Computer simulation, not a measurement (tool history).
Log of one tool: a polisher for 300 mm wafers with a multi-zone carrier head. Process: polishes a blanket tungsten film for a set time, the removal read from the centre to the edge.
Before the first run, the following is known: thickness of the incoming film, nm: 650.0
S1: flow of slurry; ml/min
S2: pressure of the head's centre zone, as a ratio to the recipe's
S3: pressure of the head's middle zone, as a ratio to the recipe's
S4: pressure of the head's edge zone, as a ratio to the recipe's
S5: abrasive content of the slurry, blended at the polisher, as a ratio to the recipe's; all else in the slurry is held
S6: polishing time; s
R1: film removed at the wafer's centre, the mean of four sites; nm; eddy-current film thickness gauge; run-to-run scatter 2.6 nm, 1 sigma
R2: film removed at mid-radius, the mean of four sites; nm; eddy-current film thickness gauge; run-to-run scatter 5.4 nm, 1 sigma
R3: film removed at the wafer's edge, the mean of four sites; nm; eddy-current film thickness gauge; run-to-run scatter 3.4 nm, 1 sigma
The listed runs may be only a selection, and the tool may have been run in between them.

run,hour,S1,S2,S3,S4,S5,S6,R1,R2,R3
1,0.0,200,1.00,1.00,1.00,1.00,64,219.70,222.59,224.81
2,4.8,200,1.00,1.00,1.00,1.00,79,270.31,271.22,269.85
3,5.5,200,0.96,1.00,1.00,1.00,79,263.66,276.49,277.50
4,6.3,200,0.96,1.00,0.96,1.00,79,256.16,273.70,270.02
5,10.9,215,0.98,1.03,1.02,1.15,80,280.86,302.43,294.54
6,17.5,185,0.98,1.03,1.02,1.15,80,274.25,293.43,292.77
7,25.1,200,1.02,1.05,1.06,1.25,81,301.08,317.65,304.91
8,27.3,210,1.03,1.05,1.09,1.35,82,314.99,323.47,328.70
9,30.7,225,1.05,1.08,1.11,1.40,82,325.70,340.69,334.34

Expected results for the next run?
10,35.0,235,1.07,1.09,1.12,1.45,82,?,?,?

For run 10 the tool returned R1 343.81 nm, R2 349.79 nm, R3 339.41 nm.
